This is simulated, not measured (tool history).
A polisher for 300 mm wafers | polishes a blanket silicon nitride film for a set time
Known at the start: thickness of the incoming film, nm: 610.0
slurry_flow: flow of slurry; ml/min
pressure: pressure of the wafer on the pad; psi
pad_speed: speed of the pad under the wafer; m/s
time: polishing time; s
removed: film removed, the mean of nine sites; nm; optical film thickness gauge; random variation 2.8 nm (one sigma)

run	hour	slurry_flow	pressure	pad_speed	time	removed
1	0	130	4	1.06	113	257.78
2	8	130	4	1.06	119	269.28
3	12.2	130	4.8	1.06	119	320.95
4	16.1	130	4.8	1.06	119	320.48
5	20.8	140	5	1.06	119	339.88
6	23.8	140	5.4	1.06	119	367.56

Run 7 comes next. What will it give?
7	32.3	145	5.4	1.06	119	?

Run 7 gave removed 366.32 nm.
